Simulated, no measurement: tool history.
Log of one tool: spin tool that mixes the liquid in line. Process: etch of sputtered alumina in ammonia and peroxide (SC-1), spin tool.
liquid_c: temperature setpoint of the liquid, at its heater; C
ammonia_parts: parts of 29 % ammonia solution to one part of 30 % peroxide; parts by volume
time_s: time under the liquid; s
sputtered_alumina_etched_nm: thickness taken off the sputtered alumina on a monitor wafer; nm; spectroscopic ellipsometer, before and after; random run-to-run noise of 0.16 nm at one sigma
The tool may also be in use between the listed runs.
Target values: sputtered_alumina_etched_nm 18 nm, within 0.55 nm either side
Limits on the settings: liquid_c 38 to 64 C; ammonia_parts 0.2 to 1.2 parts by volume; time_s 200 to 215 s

| run | day | liquid_c | ammonia_parts | time_s | sputtered_alumina_etched_nm |
|---|---|---|---|---|---|
| 1 | 0 | 48 | 0.9 | 200 | 12.642 |
| 2 | 0.321 | 48 | 1.15 | 200 | 12.804 |
| 3 | 0.554 | 48 | 1.2 | 200 | 12.886 |
| 4 | 0.633 | 48.5 | 1.2 | 200 | 13.468 |
| 5 | 0.688 | 48.5 | 1.2 | 200 | 13.265 |
| 6 | 0.804 | 49 | 1.2 | 200 | 13.954 |
| 7 | 1.125 | 49.5 | 1.2 | 200 | 13.99 |
| 8 | 1.208 | 50 | 1.2 | 200 | 14.538 |
| 9 | 1.521 | 50 | 1.2 | 200 | 14.627 |
| 10 | 1.892 | 50.5 | 1.2 | 200 | 15.101 |
| 11 | 2.075 | 51 | 1.2 | 200 | 15.266 |
| 12 | 2.304 | 51.5 | 1.2 | 200 | 15.606 |
| 13 | 2.671 | 52 | 1.2 | 200 | 15.959 |

Which one of the following 5 next-run settings gets every result inside its allowed miss? There is exactly one.
| A | 3.038 | 48.5 | 1.2 | 205 | ? |
| B | 3.038 | 49 | 1.1 | 200 | ? |
| C | 3.038 | 51 | 1.2 | 210 | ? |
| D | 3.038 | 48.5 | 1.05 | 200 | ? |
| E | 3.038 | 54.5 | 1.05 | 200 | ? |

| move | sputtered_alumina_etched_nm |
|---|---|
| A | 13.542 |
| B | 13.471 |
| C | 15.92 |
| D | 13.044 |
| E | 18.08 |
A: misses by more than the last run did
B: misses by more than the last run did
C: no nearer and no further than the last run
D: misses by more than the last run did
E: all results land within tolerance of their targets
Move E is the one to make.
